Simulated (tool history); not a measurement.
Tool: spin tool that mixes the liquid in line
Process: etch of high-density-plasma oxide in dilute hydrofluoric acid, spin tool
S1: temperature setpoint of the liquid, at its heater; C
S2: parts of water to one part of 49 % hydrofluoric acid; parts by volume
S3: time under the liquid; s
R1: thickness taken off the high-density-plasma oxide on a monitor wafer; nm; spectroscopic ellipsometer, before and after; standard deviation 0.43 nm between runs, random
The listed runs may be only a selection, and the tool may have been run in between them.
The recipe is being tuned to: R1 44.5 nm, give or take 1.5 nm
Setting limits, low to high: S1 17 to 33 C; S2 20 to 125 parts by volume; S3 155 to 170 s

run 1 hour=0 | S1=25 S2=70 S3=155 | R1=20.707
run 2 hour=7.2 | S1=25 S2=55 S3=155 | R1=26.531
run 3 hour=9.9 | S1=25 S2=35 S3=155 | R1=42.336
run 4 hour=17.4 | S1=25 S2=35 S3=155 | R1=41.965
run 5 hour=21 | S1=25 S2=20 S3=155 | R1=77.188
run 6 hour=29.5 | S1=24 S2=20 S3=155 | R1=74.029
run 7 hour=37 | S1=24 S2=20 S3=155 | R1=73.321
run 8 hour=42.8 | S1=20 S2=40 S3=155 | R1=30.072
run 9 hour=49.6 | S1=21 S2=40 S3=155 | R1=31.769
run 10 hour=56.1 | S1=21.5 S2=40 S3=155 | R1=32.297
run 11 hour=56.8 | S1=22 S2=40 S3=155 | R1=32.775
run 12 hour=61.1 | S1=22.5 S2=40 S3=155 | R1=33.845
run 13 hour=69.4 | S1=26.5 S2=40 S3=155 | R1=40.151
run 14 hour=75 | S1=27 S2=40 S3=155 | R1=40.323
run 15 hour=75.5 | S1=27.5 S2=40 S3=155 | R1=41.715
run 16 hour=81.4 | S1=27.5 S2=40 S3=155 | R1=41.357

Below are 5 possible settings for the next run. Only one of them brings all results inside the allowed miss of their targets. Which is it?
run A hour=87.3 | S1=31 S2=50 S3=155 | R1=?
run B hour=87.3 | S1=28.5 S2=40 S3=160 | R1=?
run C hour=87.3 | S1=27 S2=40 S3=155 | R1=?
run D hour=87.3 | S1=28 S2=45 S3=155 | R1=?
run E hour=87.3 | S1=24 S2=30 S3=155 | R1=?

move=A R1=37.035
move=B R1=43.964
move=C R1=40.091
move=D R1=36.832
move=E R1=47.906
A: further off than the last run
B: hits every target within its allowed miss
C: further off than the last run
D: further off than the last run
E: takes the biggest miss from the last run beyond its target
The move that meets every target is B.
